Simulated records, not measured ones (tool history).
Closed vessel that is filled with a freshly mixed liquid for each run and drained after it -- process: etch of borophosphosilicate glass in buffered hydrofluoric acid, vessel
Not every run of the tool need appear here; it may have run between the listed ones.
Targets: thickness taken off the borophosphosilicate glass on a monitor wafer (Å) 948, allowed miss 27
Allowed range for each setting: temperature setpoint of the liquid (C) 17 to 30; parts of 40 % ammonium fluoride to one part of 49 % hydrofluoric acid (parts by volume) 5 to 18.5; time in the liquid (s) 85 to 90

run,day,temperature setpoint of the liquid (C),parts of 40 % ammonium fluoride to one part of 49 % hydrofluoric acid (parts by volume),time in the liquid (s),thickness taken off the borophosphosilicate glass on a monitor wafer (Å)
1,0,22,11.5,85,1563.3
2,0.1,20.5,12.5,85,1324.5
3,0.471,17.5,12.5,85,1116.3
4,0.662,17,12.5,85,1095
5,0.929,17,9.5,85,1425
6,1.225,17,11.5,85,1194.4
7,1.596,17,12,85,1145.6
8,1.7,17,12.5,85,1089.4
9,1.867,17,13,85,1059.6
10,2.096,17,13.5,85,1018.2
11,2.25,17,14,85,986.15
12,2.379,17,14,85,987.42

Below are 4 possible settings for the next run. Only one of them brings all results inside the allowed miss of their targets. Which is it?
A,2.508,17,15.5,85,?
B,2.508,18,14.5,90,?
C,2.508,17,15.5,90,?
D,2.508,18.5,14.5,85,?

move,thickness taken off the borophosphosilicate glass on a monitor wafer (Å)
A,902.83
B,1080.3
C,955.93
D,1049.2
A: carries the result that was furthest off beyond its target, to the other side
B: its largest miss is bigger than the last run's
C: meets every target
D: its largest miss is bigger than the last run's
So the answer is move C, the one that meets all the targets.

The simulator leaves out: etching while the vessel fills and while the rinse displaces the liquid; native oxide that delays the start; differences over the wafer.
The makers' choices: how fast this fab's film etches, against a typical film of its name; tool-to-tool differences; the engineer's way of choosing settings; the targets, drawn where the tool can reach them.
